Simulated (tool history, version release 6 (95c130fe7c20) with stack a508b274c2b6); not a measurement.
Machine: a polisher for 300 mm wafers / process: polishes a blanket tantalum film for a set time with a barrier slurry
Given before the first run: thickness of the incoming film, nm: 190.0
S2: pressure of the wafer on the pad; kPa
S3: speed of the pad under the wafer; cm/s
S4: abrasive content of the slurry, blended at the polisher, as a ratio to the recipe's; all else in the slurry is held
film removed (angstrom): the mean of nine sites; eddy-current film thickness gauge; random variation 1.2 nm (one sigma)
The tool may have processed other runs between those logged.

run 1 hour=0.0 | flow_of_slurry_(ml/min)=310 S2=13.1 S3=92 S4=1.0 polishing_time_(s)=60 | film_removed_(angstrom)=1074.2
run 2 hour=4.6 | flow_of_slurry_(ml/min)=310 S2=10.3 S3=92 S4=1.0 polishing_time_(s)=60 | film_removed_(angstrom)=879.3
run 3 hour=11.0 | flow_of_slurry_(ml/min)=310 S2=12.4 S3=92 S4=1.0 polishing_time_(s)=60 | film_removed_(angstrom)=1026.7
run 4 hour=17.1 | flow_of_slurry_(ml/min)=345 S2=12.4 S3=92 S4=1.0 polishing_time_(s)=60 | film_removed_(angstrom)=1030.9
run 5 hour=21.6 | flow_of_slurry_(ml/min)=345 S2=12.4 S3=92 S4=1.1 polishing_time_(s)=60 | film_removed_(angstrom)=1054.3
run 6 hour=27.5 | flow_of_slurry_(ml/min)=345 S2=12.4 S3=92 S4=1.1 polishing_time_(s)=60 | film_removed_(angstrom)=1063.8
run 7 hour=34.7 | flow_of_slurry_(ml/min)=345 S2=13.1 S3=92 S4=1.1 polishing_time_(s)=60 | film_removed_(angstrom)=1100.3
run 8 hour=42.6 | flow_of_slurry_(ml/min)=345 S2=13.8 S3=92 S4=1.1 polishing_time_(s)=60 | film_removed_(angstrom)=1165.0

What will run 9 give?
run 9 hour=44.5 | flow_of_slurry_(ml/min)=345 S2=15.9 S3=92 S4=1.1 polishing_time_(s)=60 | film_removed_(angstrom)=?

film removed (angstrom): 1285.0

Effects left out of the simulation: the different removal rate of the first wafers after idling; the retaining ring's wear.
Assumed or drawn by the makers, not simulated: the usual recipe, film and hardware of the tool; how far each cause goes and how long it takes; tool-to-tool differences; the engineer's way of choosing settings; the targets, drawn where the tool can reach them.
